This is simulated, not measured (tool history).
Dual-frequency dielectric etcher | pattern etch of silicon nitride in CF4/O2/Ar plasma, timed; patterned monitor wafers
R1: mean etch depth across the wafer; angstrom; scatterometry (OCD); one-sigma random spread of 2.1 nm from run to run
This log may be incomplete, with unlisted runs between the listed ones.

Run 1, hour 0.0: source power (W) 490, bias power (W) 52, Ar flow (sccm) 98, CF4 flow (sccm) 116, etch time (s) 141.5. Result: R1 2595.3 angstrom.
Run 2, hour 5.6: source power (W) 520, bias power (W) 52, Ar flow (sccm) 98, CF4 flow (sccm) 116, etch time (s) 141.5. Result: R1 2736.0 angstrom.
Run 3, hour 14.1: source power (W) 520, bias power (W) 52, Ar flow (sccm) 104, CF4 flow (sccm) 116, etch time (s) 141.5. Result: R1 2747.1 angstrom.
Run 4, hour 16.6: source power (W) 520, bias power (W) 52, Ar flow (sccm) 114, CF4 flow (sccm) 116, etch time (s) 141.5. Result: R1 2734.8 angstrom.
Run 5, hour 19.7: source power (W) 520, bias power (W) 52, Ar flow (sccm) 114, CF4 flow (sccm) 116, etch time (s) 147.5. Result: R1 2835.4 angstrom.
Run 6, hour 23.0: source power (W) 530, bias power (W) 52, Ar flow (sccm) 114, CF4 flow (sccm) 116, etch time (s) 147.5. Result: R1 2877.2 angstrom.

Run 7, settings as shown, results not yet in. Your forecast:
Run 7, hour 26.7: source power (W) 540, bias power (W) 52, Ar flow (sccm) 114, CF4 flow (sccm) 116, etch time (s) 147.5. Result: R1 ?.

{"run 7": {"R1": 2974.3}}

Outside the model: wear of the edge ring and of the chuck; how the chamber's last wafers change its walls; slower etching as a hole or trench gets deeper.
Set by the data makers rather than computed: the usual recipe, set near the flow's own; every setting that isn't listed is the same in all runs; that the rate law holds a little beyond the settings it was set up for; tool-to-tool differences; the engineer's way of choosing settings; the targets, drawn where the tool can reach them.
